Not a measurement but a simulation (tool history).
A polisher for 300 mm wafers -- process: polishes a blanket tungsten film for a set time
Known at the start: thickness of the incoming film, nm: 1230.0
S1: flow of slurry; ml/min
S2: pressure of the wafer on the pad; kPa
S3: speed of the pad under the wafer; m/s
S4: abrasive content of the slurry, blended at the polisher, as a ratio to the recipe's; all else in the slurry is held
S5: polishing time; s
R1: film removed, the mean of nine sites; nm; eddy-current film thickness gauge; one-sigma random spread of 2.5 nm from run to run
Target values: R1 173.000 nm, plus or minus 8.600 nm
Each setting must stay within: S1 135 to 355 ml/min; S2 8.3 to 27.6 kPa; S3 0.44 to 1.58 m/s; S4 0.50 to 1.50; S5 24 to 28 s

| run | hour | S1 | S2 | S3 | S4 | S5 | R1 |
|---|---|---|---|---|---|---|---|
| 1 | 0.0 | 225 | 17.9 | 1.00 | 1.00 | 28 | 103.090 |
| 2 | 2.2 | 225 | 20.0 | 1.00 | 1.00 | 28 | 116.410 |
| 3 | 6.9 | 225 | 21.4 | 1.00 | 1.00 | 28 | 124.340 |
| 4 | 9.6 | 225 | 21.4 | 0.78 | 1.00 | 28 | 96.340 |
| 5 | 14.2 | 225 | 22.8 | 0.82 | 1.00 | 28 | 106.180 |
| 6 | 18.8 | 225 | 18.6 | 0.82 | 1.00 | 28 | 88.312 |
| 7 | 23.7 | 225 | 20.7 | 0.88 | 1.00 | 28 | 104.550 |
| 8 | 31.2 | 230 | 25.5 | 1.04 | 1.00 | 28 | 151.280 |
| 9 | 34.7 | 230 | 26.2 | 1.06 | 1.00 | 28 | 159.260 |

Pick the move, out of 4, that brings all results within their allowed miss; only one does.
| A | 38.2 | 250 | 26.9 | 1.28 | 1.20 | 26 | ? |
| B | 38.2 | 300 | 26.9 | 1.26 | 0.85 | 28 | ? |
| C | 38.2 | 255 | 27.6 | 1.24 | 1.05 | 28 | ? |
| D | 38.2 | 195 | 26.9 | 1.22 | 1.20 | 25 | ? |

| move | R1 |
|---|---|
| A | 193.770 |
| B | 187.250 |
| C | 199.250 |
| D | 172.000 |
A: carries the result that was furthest off beyond its target, to the other side
B: carries the result that was furthest off beyond its target, to the other side
C: carries the result that was furthest off beyond its target, to the other side
D: each result inside its tolerance
Correct choice: D, which meets every target
